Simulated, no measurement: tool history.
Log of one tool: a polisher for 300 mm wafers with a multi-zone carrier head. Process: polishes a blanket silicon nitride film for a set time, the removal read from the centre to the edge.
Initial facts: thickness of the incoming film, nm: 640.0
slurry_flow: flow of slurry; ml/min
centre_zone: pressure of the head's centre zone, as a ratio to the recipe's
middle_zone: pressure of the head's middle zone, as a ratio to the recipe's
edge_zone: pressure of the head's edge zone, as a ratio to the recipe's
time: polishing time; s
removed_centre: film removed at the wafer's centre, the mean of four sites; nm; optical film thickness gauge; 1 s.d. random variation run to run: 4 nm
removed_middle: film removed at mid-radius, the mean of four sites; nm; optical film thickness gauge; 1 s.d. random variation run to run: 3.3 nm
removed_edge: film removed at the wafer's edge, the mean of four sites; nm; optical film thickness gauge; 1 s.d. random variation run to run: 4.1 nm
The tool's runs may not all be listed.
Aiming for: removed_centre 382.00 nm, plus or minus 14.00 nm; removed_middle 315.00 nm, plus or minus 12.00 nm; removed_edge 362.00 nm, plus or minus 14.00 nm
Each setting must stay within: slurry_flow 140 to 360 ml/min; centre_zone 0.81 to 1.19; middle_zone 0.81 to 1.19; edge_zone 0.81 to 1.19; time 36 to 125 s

| run | day | slurry_flow | centre_zone | middle_zone | edge_zone | time | removed_centre | removed_middle | removed_edge |
|---|---|---|---|---|---|---|---|---|---|
| 1 | 0.000 | 230 | 1.00 | 1.00 | 1.00 | 80 | 247.25 | 249.72 | 259.57 |
| 2 | 0.358 | 235 | 1.02 | 1.00 | 1.02 | 83 | 267.40 | 266.23 | 266.20 |
| 3 | 0.500 | 235 | 1.02 | 1.00 | 1.07 | 83 | 263.68 | 265.78 | 276.25 |
| 4 | 0.762 | 235 | 0.99 | 1.00 | 1.07 | 83 | 259.39 | 264.94 | 277.45 |
| 5 | 0.904 | 235 | 0.99 | 0.93 | 1.07 | 83 | 261.51 | 253.18 | 271.42 |
| 6 | 1.046 | 235 | 1.05 | 0.93 | 1.07 | 83 | 272.71 | 253.43 | 281.25 |
| 7 | 1.075 | 240 | 1.07 | 0.93 | 1.07 | 85 | 289.37 | 252.20 | 281.54 |
| 8 | 1.412 | 235 | 1.08 | 0.93 | 1.08 | 87 | 292.39 | 264.51 | 292.98 |
| 9 | 1.546 | 240 | 1.09 | 0.93 | 1.09 | 89 | 306.58 | 268.44 | 294.51 |
| 10 | 1.925 | 240 | 1.09 | 0.93 | 1.09 | 89 | 306.13 | 268.98 | 299.40 |
| 11 | 2.171 | 240 | 1.10 | 0.93 | 1.10 | 91 | 318.22 | 271.14 | 307.83 |
| 12 | 2.371 | 240 | 1.11 | 0.94 | 1.11 | 93 | 332.09 | 280.74 | 309.55 |
| 13 | 2.458 | 240 | 1.11 | 0.93 | 1.12 | 95 | 325.20 | 285.97 | 321.94 |
| 14 | 2.717 | 245 | 1.12 | 0.93 | 1.12 | 96 | 340.09 | 295.11 | 324.83 |
| 15 | 2.842 | 245 | 1.12 | 0.92 | 1.13 | 97 | 340.65 | 289.37 | 337.42 |
| 16 | 2.962 | 250 | 1.13 | 0.92 | 1.13 | 98 | 349.89 | 300.09 | 334.02 |
| 17 | 3.129 | 250 | 1.13 | 0.92 | 1.13 | 98 | 353.72 | 295.62 | 338.92 |
| 18 | 3.496 | 255 | 1.13 | 0.92 | 1.13 | 98 | 358.49 | 296.37 | 335.40 |
| 19 | 3.529 | 255 | 1.13 | 0.92 | 1.13 | 99 | 359.16 | 299.20 | 335.18 |
| 20 | 3.633 | 255 | 1.13 | 0.92 | 1.13 | 100 | 358.75 | 300.60 | 340.16 |
| 21 | 3.850 | 255 | 1.13 | 0.92 | 1.13 | 100 | 359.33 | 302.86 | 350.08 |
| 22 | 4.192 | 255 | 1.13 | 0.92 | 1.13 | 100 | 363.15 | 297.75 | 339.22 |

Pick the move, out of 5, that brings all results within their allowed miss; only one does.
| A | 4.533 | 265 | 1.18 | 0.84 | 1.15 | 113 | ? | ? | ? |
| B | 4.533 | 300 | 1.15 | 0.93 | 1.19 | 103 | ? | ? | ? |
| C | 4.533 | 320 | 1.14 | 0.81 | 1.18 | 102 | ? | ? | ? |
| D | 4.533 | 315 | 1.16 | 0.81 | 1.16 | 101 | ? | ? | ? |
| E | 4.533 | 210 | 1.10 | 0.88 | 1.11 | 100 | ? | ? | ? |

| move | removed_centre | removed_middle | removed_edge |
|---|---|---|---|
| A | 426.74 | 317.69 | 387.39 |
| B | 384.32 | 318.82 | 362.28 |
| C | 379.35 | 283.38 | 359.32 |
| D | 381.68 | 280.19 | 352.27 |
| E | 341.96 | 284.80 | 330.04 |
A: moves the result that the last run missed by most past its target, out the other side
B: all results in spec
C: gets the furthest-off result to its target, but another result is out of tolerance
D: gets the furthest-off result to its target, but another result is out of tolerance
E: moves away from the targets compared with the last run
Go with B: it meets all targets.
